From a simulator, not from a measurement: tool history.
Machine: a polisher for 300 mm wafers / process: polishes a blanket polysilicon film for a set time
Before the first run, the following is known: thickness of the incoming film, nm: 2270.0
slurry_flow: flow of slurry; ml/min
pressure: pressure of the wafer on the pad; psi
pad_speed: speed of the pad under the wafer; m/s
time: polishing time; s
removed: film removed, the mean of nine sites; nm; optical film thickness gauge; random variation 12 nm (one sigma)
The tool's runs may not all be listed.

run	hour	slurry_flow	pressure	pad_speed	time	removed
1	0	135	2.5	1.3	45	489.96
2	8.2	135	2.7	1.3	45	527.68
3	13.1	135	3.1	1.3	45	577.52
4	16.3	135	2.8	1.3	45	533.89
5	17.6	135	2.8	1.3	45	541.82
6	25.7	135	2.3	1.3	45	477.01

Forecast run 7:
7	31.2	135	2.6	1.34	45	?

Logged for run 7: removed 519.94 nm.
